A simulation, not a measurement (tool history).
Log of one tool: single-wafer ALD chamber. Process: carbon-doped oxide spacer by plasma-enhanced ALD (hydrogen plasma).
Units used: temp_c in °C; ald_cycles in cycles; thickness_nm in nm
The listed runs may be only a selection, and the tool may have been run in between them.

run	hour	temp_c	ald_cycles	thickness_nm
1	0	415	339	15.298
2	7.5	417	321	14.43
3	13.5	411	321	14.636
4	21.7	412	306	13.876
5	26.5	407	306	14.114
6	28.3	407	327	15.067

Forecast run 7:
7	36.4	408	311	?

thickness_nm: 14.417 nm
